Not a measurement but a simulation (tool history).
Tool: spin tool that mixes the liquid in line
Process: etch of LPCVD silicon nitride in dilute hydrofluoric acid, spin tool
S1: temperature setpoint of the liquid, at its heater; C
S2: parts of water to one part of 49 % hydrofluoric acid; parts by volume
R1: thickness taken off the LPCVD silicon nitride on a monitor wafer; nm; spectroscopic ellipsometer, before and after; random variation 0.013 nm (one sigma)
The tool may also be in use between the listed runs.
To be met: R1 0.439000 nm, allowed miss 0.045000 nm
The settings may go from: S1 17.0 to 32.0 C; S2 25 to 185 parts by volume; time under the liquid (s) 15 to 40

{"run": 1, "hour": 0.0, "S1": 24.0, "S2": 105, "time under the liquid (s)": 40, "R1": 0.19518}
{"run": 2, "hour": 3.9, "S1": 24.0, "S2": 90, "time under the liquid (s)": 40, "R1": 0.23306}
{"run": 3, "hour": 9.7, "S1": 24.0, "S2": 90, "time under the liquid (s)": 15, "R1": 0.08091}
{"run": 4, "hour": 17.0, "S1": 24.0, "S2": 90, "time under the liquid (s)": 15, "R1": 0.085568}
{"run": 5, "hour": 22.6, "S1": 24.0, "S2": 65, "time under the liquid (s)": 15, "R1": 0.11746}
{"run": 6, "hour": 28.6, "S1": 26.0, "S2": 55, "time under the liquid (s)": 20, "R1": 0.20576}
{"run": 7, "hour": 31.1, "S1": 27.0, "S2": 55, "time under the liquid (s)": 20, "R1": 0.207}
{"run": 8, "hour": 34.7, "S1": 28.0, "S2": 50, "time under the liquid (s)": 20, "R1": 0.25756}
{"run": 9, "hour": 39.3, "S1": 29.0, "S2": 50, "time under the liquid (s)": 20, "R1": 0.26876}
{"run": 10, "hour": 42.0, "S1": 29.0, "S2": 50, "time under the liquid (s)": 20, "R1": 0.28237}
{"run": 11, "hour": 44.2, "S1": 31.5, "S2": 25, "time under the liquid (s)": 35, "R1": 1.1338}
{"run": 12, "hour": 45.8, "S1": 30.0, "S2": 25, "time under the liquid (s)": 35, "R1": 0.9725}
{"run": 13, "hour": 46.9, "S1": 26.0, "S2": 45, "time under the liquid (s)": 30, "R1": 0.3603}
{"run": 14, "hour": 53.7, "S1": 26.5, "S2": 45, "time under the liquid (s)": 30, "R1": 0.38093}

Which of these 5 next moves meets every target?
{"run": "A", "hour": 60.5, "S1": 26.0, "S2": 50, "time under the liquid (s)": 30, "R1": "?"}
{"run": "B", "hour": 60.5, "S1": 26.0, "S2": 45, "time under the liquid (s)": 25, "R1": "?"}
{"run": "C", "hour": 60.5, "S1": 24.0, "S2": 35, "time under the liquid (s)": 30, "R1": "?"}
{"run": "D", "hour": 60.5, "S1": 29.0, "S2": 40, "time under the liquid (s)": 20, "R1": "?"}
{"run": "E", "hour": 60.5, "S1": 24.5, "S2": 50, "time under the liquid (s)": 30, "R1": "?"}

move=A R1=0.339240
move=B R1=0.313490
move=C R1=0.420160
move=D R1=0.343110
move=E R1=0.306890
A: further off than the last run
B: further off than the last run
C: meets every target
D: further off than the last run
E: further off than the last run
The right move is C.
